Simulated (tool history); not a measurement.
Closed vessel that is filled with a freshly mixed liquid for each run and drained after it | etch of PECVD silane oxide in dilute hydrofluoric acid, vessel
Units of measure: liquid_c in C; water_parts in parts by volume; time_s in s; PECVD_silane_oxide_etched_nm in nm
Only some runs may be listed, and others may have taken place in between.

{"run": 1, "day": 0.0, "liquid_c": 22.0, "water_parts": 110, "time_s": 85, "PECVD_silane_oxide_etched_nm": 32.798}
{"run": 2, "day": 0.121, "liquid_c": 23.5, "water_parts": 100, "time_s": 85, "PECVD_silane_oxide_etched_nm": 38.046}
{"run": 3, "day": 0.254, "liquid_c": 24.5, "water_parts": 95, "time_s": 85, "PECVD_silane_oxide_etched_nm": 41.696}
{"run": 4, "day": 0.3, "liquid_c": 28.0, "water_parts": 95, "time_s": 85, "PECVD_silane_oxide_etched_nm": 49.036}
{"run": 5, "day": 0.392, "liquid_c": 28.5, "water_parts": 90, "time_s": 85, "PECVD_silane_oxide_etched_nm": 53.362}
{"run": 6, "day": 0.596, "liquid_c": 29.0, "water_parts": 85, "time_s": 85, "PECVD_silane_oxide_etched_nm": 56.736}

Run 7 is up next; what results do you expect?
{"run": 7, "day": 0.9, "liquid_c": 29.5, "water_parts": 80, "time_s": 85, "PECVD_silane_oxide_etched_nm": "?"}

Run 7 produced PECVD_silane_oxide_etched_nm 61.262 nm.
